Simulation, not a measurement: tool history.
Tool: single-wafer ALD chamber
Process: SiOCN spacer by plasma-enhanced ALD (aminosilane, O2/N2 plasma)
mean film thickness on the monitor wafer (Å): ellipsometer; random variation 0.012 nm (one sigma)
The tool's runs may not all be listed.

| run | day | heater temperature setpoint (°C) | number of ALD cycles (cycles) | mean film thickness on the monitor wafer (Å) |
|---|---|---|---|---|
| 1 | 0 | 395 | 52 | 28.796 |
| 2 | 0.321 | 405 | 52 | 28.351 |
| 3 | 0.671 | 405 | 55 | 29.901 |
| 4 | 0.738 | 405 | 56 | 30.585 |
| 5 | 1.104 | 405 | 52 | 28.321 |
| 6 | 1.246 | 405 | 57 | 31.152 |
| 7 | 1.45 | 405 | 58 | 31.296 |
| 8 | 1.675 | 405 | 59 | 32.044 |
| 9 | 1.712 | 405 | 60 | 32.559 |

Forecast run 10:
| 10 | 1.979 | 405 | 61 | ? |

mean film thickness on the monitor wafer (Å): 33.185
